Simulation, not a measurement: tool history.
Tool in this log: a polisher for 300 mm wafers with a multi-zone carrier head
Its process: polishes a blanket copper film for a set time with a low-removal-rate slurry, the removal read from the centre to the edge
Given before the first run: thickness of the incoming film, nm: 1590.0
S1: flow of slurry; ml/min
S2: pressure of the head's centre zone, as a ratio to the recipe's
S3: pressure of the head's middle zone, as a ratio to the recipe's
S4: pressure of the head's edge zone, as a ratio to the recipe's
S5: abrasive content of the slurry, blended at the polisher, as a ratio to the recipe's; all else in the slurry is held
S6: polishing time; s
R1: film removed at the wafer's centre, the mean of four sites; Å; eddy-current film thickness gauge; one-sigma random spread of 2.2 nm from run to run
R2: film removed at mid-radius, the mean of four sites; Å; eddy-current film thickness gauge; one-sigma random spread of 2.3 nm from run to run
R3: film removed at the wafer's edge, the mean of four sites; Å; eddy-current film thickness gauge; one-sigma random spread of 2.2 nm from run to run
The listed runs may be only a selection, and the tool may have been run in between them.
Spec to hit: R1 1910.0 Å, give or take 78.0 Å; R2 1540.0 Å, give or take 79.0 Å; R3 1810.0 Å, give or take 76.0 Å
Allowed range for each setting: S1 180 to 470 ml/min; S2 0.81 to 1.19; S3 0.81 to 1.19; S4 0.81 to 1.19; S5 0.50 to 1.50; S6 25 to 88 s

run 1 hour=0.0 | S1=300 S2=1.00 S3=1.00 S4=1.00 S5=1.00 S6=56 | R1=1320.1 R2=1324.8 R3=1334.4
run 2 hour=2.4 | S1=300 S2=1.00 S3=1.00 S4=0.93 S5=1.00 S6=56 | R1=1294.3 R2=1330.8 R3=1329.5
run 3 hour=11.0 | S1=300 S2=1.01 S3=0.98 S4=0.93 S5=1.05 S6=57 | R1=1324.7 R2=1350.7 R3=1368.5
run 4 hour=13.9 | S1=300 S2=0.95 S3=0.98 S4=0.93 S5=1.05 S6=57 | R1=1247.0 R2=1341.8 R3=1386.9
run 5 hour=22.6 | S1=300 S2=0.90 S3=0.98 S4=0.93 S5=1.05 S6=57 | R1=1188.6 R2=1325.4 R3=1383.4
run 6 hour=31.4 | S1=300 S2=0.92 S3=0.97 S4=0.94 S5=1.10 S6=58 | R1=1230.8 R2=1368.0 R3=1427.3
run 7 hour=37.7 | S1=300 S2=0.94 S3=0.95 S4=0.95 S5=1.10 S6=59 | R1=1312.8 R2=1372.2 R3=1423.0
run 8 hour=43.7 | S1=295 S2=0.94 S3=0.94 S4=0.97 S5=1.10 S6=61 | R1=1356.6 R2=1390.6 R3=1489.9
run 9 hour=46.5 | S1=295 S2=0.95 S3=0.93 S4=0.98 S5=1.10 S6=62 | R1=1384.0 R2=1388.2 R3=1507.4
-- hour=54.1 slurry nozzle cleaned
run 10 hour=54.1 | S1=295 S2=0.96 S3=0.92 S4=0.98 S5=1.15 S6=63 | R1=1535.4 R2=1498.2 R3=1581.6
run 11 hour=58.2 | S1=290 S2=0.96 S3=0.91 S4=1.00 S5=1.15 S6=63 | R1=1495.6 R2=1468.0 R3=1599.1
run 12 hour=65.8 | S1=290 S2=0.97 S3=0.90 S4=1.01 S5=1.15 S6=63 | R1=1515.1 R2=1508.2 R3=1634.2
run 13 hour=72.7 | S1=280 S2=1.07 S3=0.81 S4=1.11 S5=1.15 S6=63 | R1=1670.1 R2=1337.2 R3=1670.3
run 14 hour=74.3 | S1=280 S2=1.08 S3=0.82 S4=1.11 S5=1.15 S6=63 | R1=1678.3 R2=1382.3 R3=1654.1
run 15 hour=80.2 | S1=285 S2=1.11 S3=0.82 S4=1.14 S5=1.30 S6=64 | R1=1781.3 R2=1438.8 R3=1737.1

Of the 4 settings listed for the next run, only one would bring every result within its allowed miss of target. Which one?
run A hour=86.1 | S1=435 S2=1.07 S3=0.85 S4=1.19 S5=1.05 S6=63 | R1=? R2=? R3=?
run B hour=86.1 | S1=385 S2=1.03 S3=1.02 S4=1.06 S5=1.40 S6=61 | R1=? R2=? R3=?
run C hour=86.1 | S1=225 S2=1.13 S3=0.81 S4=1.19 S5=1.10 S6=66 | R1=? R2=? R3=?
run D hour=86.1 | S1=310 S2=1.10 S3=0.83 S4=1.05 S5=1.25 S6=68 | R1=? R2=? R3=?

move=A R1=1698.8 R2=1423.4 R3=1771.8
move=B R1=1640.9 R2=1663.5 R3=1695.8
move=C R1=1772.6 R2=1360.0 R3=1786.9
move=D R1=1880.1 R2=1506.7 R3=1829.5
A: lands further from the targets than the last run did
B: lands further from the targets than the last run did
C: lands further from the targets than the last run did
D: all results land within tolerance of their targets
D is the move that brings every result within its allowed miss.

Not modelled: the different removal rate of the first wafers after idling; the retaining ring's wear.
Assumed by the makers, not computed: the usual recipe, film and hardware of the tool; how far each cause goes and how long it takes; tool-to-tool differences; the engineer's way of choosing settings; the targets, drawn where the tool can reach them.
